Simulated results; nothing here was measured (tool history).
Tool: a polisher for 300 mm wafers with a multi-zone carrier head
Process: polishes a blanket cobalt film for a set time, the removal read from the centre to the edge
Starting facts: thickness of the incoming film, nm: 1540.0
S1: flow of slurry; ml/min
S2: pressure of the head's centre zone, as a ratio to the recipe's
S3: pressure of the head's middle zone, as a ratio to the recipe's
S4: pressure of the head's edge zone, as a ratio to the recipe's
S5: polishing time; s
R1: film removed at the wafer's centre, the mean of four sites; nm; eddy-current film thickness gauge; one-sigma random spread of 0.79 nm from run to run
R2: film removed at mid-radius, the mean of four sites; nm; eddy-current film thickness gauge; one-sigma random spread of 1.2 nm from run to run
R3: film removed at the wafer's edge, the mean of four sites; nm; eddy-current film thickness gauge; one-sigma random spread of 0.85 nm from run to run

run,day,S1,S2,S3,S4,S5,R1,R2,R3
1,0,270,1,1,1,34,114.56,116.9,116.33
2,0.121,260,0.98,1.01,0.96,34,112.17,116.62,114.58
3,0.312,260,0.91,1.01,0.96,34,105.73,116.81,114.35
4,0.679,260,0.91,1.01,0.96,38,115.42,130.54,128.14
5,0.829,260,0.91,1.01,1.02,38,116.55,130.5,131.56
6,1.2,260,0.91,1.01,1.07,38,116.84,131.3,132.31
7,1.575,265,0.92,1.03,1.04,36,112.34,126.02,127.16
8,1.612,240,0.92,1.03,0.97,35,105.42,123.92,117.47
9,1.9,240,0.92,1.03,0.97,35,105.9,120.82,117.11
10,2.15,225,0.93,1.03,0.93,35,107.75,123.2,115.41

Run 11 is up next; what results do you expect?
11,2.308,220,0.93,1.02,0.9,34,?,?,?

{"run 11": {"R1": 104.81, "R2": 114.89, "R3": 110.71}}
